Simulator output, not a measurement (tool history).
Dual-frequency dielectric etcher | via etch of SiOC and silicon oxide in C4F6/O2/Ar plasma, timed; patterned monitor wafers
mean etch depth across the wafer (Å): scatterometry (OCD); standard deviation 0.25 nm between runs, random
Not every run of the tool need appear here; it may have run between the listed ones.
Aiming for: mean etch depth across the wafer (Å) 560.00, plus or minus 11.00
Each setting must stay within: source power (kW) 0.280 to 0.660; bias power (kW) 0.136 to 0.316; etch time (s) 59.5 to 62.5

| run | hour | source power (kW) | bias power (kW) | etch time (s) | mean etch depth across the wafer (Å) |
|---|---|---|---|---|---|
| 1 | 0.0 | 0.470 | 0.226 | 59.5 | 712.37 |
| 2 | 3.5 | 0.470 | 0.250 | 59.5 | 746.87 |
| 3 | 7.1 | 0.550 | 0.250 | 59.5 | 770.79 |
| 4 | 11.1 | 0.550 | 0.250 | 62.5 | 803.19 |
| 5 | 12.2 | 0.550 | 0.223 | 62.5 | 763.39 |
| 6 | 17.4 | 0.550 | 0.237 | 62.5 | 785.96 |
| 7 | 20.6 | 0.520 | 0.224 | 62.0 | 749.62 |
| 8 | 23.1 | 0.500 | 0.212 | 61.5 | 718.62 |
| 9 | 31.1 | 0.480 | 0.202 | 61.0 | 690.93 |
| 10 | 39.9 | 0.470 | 0.193 | 61.0 | 670.06 |
| 11 | 45.7 | 0.460 | 0.186 | 61.0 | 656.73 |
| 12 | 54.1 | 0.450 | 0.180 | 61.0 | 640.26 |
| 13 | 55.7 | 0.440 | 0.176 | 61.0 | 629.45 |
| 14 | 59.0 | 0.340 | 0.163 | 61.0 | 573.51 |

Pick the move, out of 4, that brings all results within their allowed miss; only one does.
| A | 62.3 | 0.400 | 0.143 | 59.5 | ? |
| B | 62.3 | 0.310 | 0.141 | 62.5 | ? |
| C | 62.3 | 0.310 | 0.159 | 61.0 | ? |
| D | 62.3 | 0.320 | 0.169 | 62.5 | ? |

| move | mean etch depth across the wafer (Å) |
|---|---|
| A | 543.31 |
| B | 539.37 |
| C | 563.47 |
| D | 600.15 |
A: moves the result that the last run missed by most past its target, out the other side
B: moves the result that the last run missed by most past its target, out the other side
C: every result within its allowed miss
D: misses by more than the last run did
Correct choice: C, which meets every target

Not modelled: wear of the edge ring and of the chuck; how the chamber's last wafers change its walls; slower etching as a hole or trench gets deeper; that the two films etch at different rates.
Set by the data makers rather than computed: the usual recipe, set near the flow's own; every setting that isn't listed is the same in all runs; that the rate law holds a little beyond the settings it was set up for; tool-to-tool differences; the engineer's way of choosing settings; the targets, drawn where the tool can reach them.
